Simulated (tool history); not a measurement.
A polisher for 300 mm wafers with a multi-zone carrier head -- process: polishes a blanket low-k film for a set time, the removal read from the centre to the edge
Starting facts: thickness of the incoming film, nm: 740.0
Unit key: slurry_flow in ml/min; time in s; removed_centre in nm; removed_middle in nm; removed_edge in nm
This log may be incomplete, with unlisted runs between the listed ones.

Run 1, day 0.000: slurry_flow 195 ml/min, centre_zone 1.00, middle_zone 1.00, edge_zone 1.00, slurry_solids 1.00, time 60 s. Result: removed_centre 24.124 nm, removed_middle 24.713 nm, removed_edge 24.074 nm.
Run 2, day 0.042: slurry_flow 185 ml/min, centre_zone 0.98, middle_zone 0.97, edge_zone 1.00, slurry_solids 0.95, time 60 s. Result: removed_centre 23.481 nm, removed_middle 23.504 nm, removed_edge 24.051 nm.
Run 3, day 0.225: slurry_flow 180 ml/min, centre_zone 0.96, middle_zone 0.95, edge_zone 0.99, slurry_solids 0.85, time 60 s. Result: removed_centre 21.837 nm, removed_middle 22.112 nm, removed_edge 22.702 nm.
Run 4, day 0.442: slurry_flow 180 ml/min, centre_zone 0.96, middle_zone 0.95, edge_zone 1.03, slurry_solids 0.85, time 60 s. Result: removed_centre 21.830 nm, removed_middle 22.155 nm, removed_edge 23.047 nm.
Run 5, day 0.488: slurry_flow 175 ml/min, centre_zone 0.94, middle_zone 0.93, edge_zone 1.03, slurry_solids 0.80, time 60 s. Result: removed_centre 20.664 nm, removed_middle 21.163 nm, removed_edge 22.327 nm.
Run 6, day 0.825: slurry_flow 175 ml/min, centre_zone 0.94, middle_zone 0.93, edge_zone 0.97, slurry_solids 0.80, time 60 s. Result: removed_centre 20.490 nm, removed_middle 21.189 nm, removed_edge 21.752 nm.
Run 7, day 0.996: slurry_flow 170 ml/min, centre_zone 0.93, middle_zone 0.91, edge_zone 0.97, slurry_solids 0.75, time 60 s. Result: removed_centre 19.822 nm, removed_middle 20.313 nm, removed_edge 21.448 nm.
Run 8, day 1.267: slurry_flow 165 ml/min, centre_zone 0.92, middle_zone 0.89, edge_zone 0.97, slurry_solids 0.70, time 60 s. Result: removed_centre 18.846 nm, removed_middle 19.178 nm, removed_edge 20.761 nm.
Run 9, day 1.329: slurry_flow 160 ml/min, centre_zone 0.91, middle_zone 0.88, edge_zone 0.97, slurry_solids 0.70, time 60 s. Result: removed_centre 18.333 nm, removed_middle 19.063 nm, removed_edge 20.450 nm.

Run 10 has not been measured yet. What should we expect?
Run 10, day 1.633: slurry_flow 135 ml/min, centre_zone 0.91, middle_zone 0.81, edge_zone 1.01, slurry_solids 0.65, time 60 s. Result: removed_centre ?, removed_middle ?, removed_edge ?.

Run 10 produced removed_centre 17.466 nm, removed_middle 16.756 nm, removed_edge 19.547 nm.

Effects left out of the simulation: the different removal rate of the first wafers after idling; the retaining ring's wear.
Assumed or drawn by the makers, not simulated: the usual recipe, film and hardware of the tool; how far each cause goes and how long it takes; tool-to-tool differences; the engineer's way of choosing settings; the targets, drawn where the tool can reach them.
